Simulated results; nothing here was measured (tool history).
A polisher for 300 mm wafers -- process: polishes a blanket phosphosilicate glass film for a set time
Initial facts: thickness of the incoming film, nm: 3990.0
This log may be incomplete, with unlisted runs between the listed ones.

run,day,flow of slurry (ml/min),pressure of the wafer on the pad (kPa),speed of the pad under the wafer (cm/s),abrasive content of the slurry,polishing time (s),film removed (angstrom)
1,0.000,225,18.6,122,1.0,54,4779.0
2,0.217,225,18.6,122,1.0,54,4800.4
3,0.262,225,18.6,96,1.0,54,3966.7
4,0.317,225,18.6,96,1.1,54,4098.5
5,0.600,255,18.6,96,1.1,54,4175.7
6,0.904,250,16.5,96,1.1,54,3743.8
7,1.092,245,14.5,96,1.1,54,3260.8

Expected results for the next run?
8,1.304,240,13.8,96,1.1,54,?

For run 8 the tool returned film removed (angstrom) 3078.3.

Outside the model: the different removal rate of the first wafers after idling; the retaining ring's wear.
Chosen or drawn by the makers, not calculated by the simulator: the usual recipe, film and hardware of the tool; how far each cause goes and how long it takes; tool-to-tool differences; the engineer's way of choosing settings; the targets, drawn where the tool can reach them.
